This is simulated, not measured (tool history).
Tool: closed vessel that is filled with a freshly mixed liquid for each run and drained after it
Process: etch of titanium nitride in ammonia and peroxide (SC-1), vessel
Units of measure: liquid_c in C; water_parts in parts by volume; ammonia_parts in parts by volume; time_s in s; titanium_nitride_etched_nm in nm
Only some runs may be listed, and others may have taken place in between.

Run 1, hour 0.0: liquid_c 50 C, water_parts 9.5 parts by volume, ammonia_parts 0.50 parts by volume, time_s 1105 s. Result: titanium_nitride_etched_nm 71.642 nm.
Run 2, hour 3.7: liquid_c 50 C, water_parts 9.5 parts by volume, ammonia_parts 0.50 parts by volume, time_s 1185 s. Result: titanium_nitride_etched_nm 75.824 nm.
Run 3, hour 7.1: liquid_c 47 C, water_parts 10.5 parts by volume, ammonia_parts 0.50 parts by volume, time_s 1185 s. Result: titanium_nitride_etched_nm 58.981 nm.
Run 4, hour 9.2: liquid_c 50 C, water_parts 10.5 parts by volume, ammonia_parts 0.50 parts by volume, time_s 1185 s. Result: titanium_nitride_etched_nm 72.455 nm.
Run 5, hour 14.8: liquid_c 50 C, water_parts 10.5 parts by volume, ammonia_parts 0.35 parts by volume, time_s 1185 s. Result: titanium_nitride_etched_nm 68.463 nm.
Run 6, hour 21.9: liquid_c 50 C, water_parts 10.5 parts by volume, ammonia_parts 0.50 parts by volume, time_s 1185 s. Result: titanium_nitride_etched_nm 72.572 nm.
Run 7, hour 30.6: liquid_c 42 C, water_parts 14.0 parts by volume, ammonia_parts 0.50 parts by volume, time_s 1185 s. Result: titanium_nitride_etched_nm 35.154 nm.
Run 8, hour 38.2: liquid_c 41 C, water_parts 14.0 parts by volume, ammonia_parts 0.50 parts by volume, time_s 1185 s. Result: titanium_nitride_etched_nm 32.932 nm.

Expected results for the next run?
Run 9, hour 40.7: liquid_c 41 C, water_parts 14.0 parts by volume, ammonia_parts 0.50 parts by volume, time_s 1185 s. Result: titanium_nitride_etched_nm ?.

titanium_nitride_etched_nm: 32.921 nm
